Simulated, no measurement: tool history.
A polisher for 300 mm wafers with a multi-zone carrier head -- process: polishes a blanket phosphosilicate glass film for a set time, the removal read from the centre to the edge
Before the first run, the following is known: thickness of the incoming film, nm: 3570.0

run,hour,flow of slurry (ml/min),pressure of the head's centre zone,pressure of the head's middle zone,pressure of the head's edge zone,abrasive content of the slurry,polishing time (s),film removed at the wafer's centre (angstrom),film removed at mid-radius (angstrom),film removed at the wafer's edge (angstrom)
1,0,315,1,1,1,1,31,2744.7,2752.2,2644.5
2,4.1,315,1,1,1,0.9,31,2599.8,2644.9,2508.1
3,6.5,315,0.95,1,1,0.9,31,2477.5,2625.6,2540.1
4,8.7,315,0.95,1,0.93,0.9,31,2444,2635.9,2466
5,10.9,320,0.98,0.99,0.91,0.8,29,2282.3,2330.9,2200.4
6,16.6,320,1,1,0.89,0.75,28,2216.7,2198.7,2074.9
7,21.7,380,1.06,1.07,0.81,0.5,20,1446.3,1423.3,1228.8
8,27.5,380,1.08,1.09,0.86,0.5,20,1470,1455.7,1242.6
9,35.9,380,1.09,1.09,0.9,0.55,20,1538.5,1516.4,1305.4
10,38,380,1.1,1.09,0.94,0.55,20,1543.4,1538.4,1344.2
11,39,380,1.12,1.09,0.96,0.55,20,1560.9,1528.5,1350.1
12,40.1,440,1.19,1.13,1.06,0.65,20,1825,1718.4,1516.2
13,42.4,430,1.19,1.12,1.06,0.65,20,1797.6,1678.4,1499.7
# hour 45.5: worn pad replaced by a new one
14,45.5,425,1.19,1.12,1.06,0.65,20,2013.8,1861.4,1674.2
15,49.2,440,1.18,1.12,1.06,0.65,20,1990.3,1870,1669.6
16,51.7,425,1.18,1.12,1.06,0.65,20,2003.4,1866.6,1663.6

The next listed run, before its measurement:
17,54.4,345,1.08,1.02,0.96,0.6,20,?,?,?

film removed at the wafer's centre (angstrom): 1738.6
film removed at mid-radius (angstrom): 1639.2
film removed at the wafer's edge (angstrom): 1552.7

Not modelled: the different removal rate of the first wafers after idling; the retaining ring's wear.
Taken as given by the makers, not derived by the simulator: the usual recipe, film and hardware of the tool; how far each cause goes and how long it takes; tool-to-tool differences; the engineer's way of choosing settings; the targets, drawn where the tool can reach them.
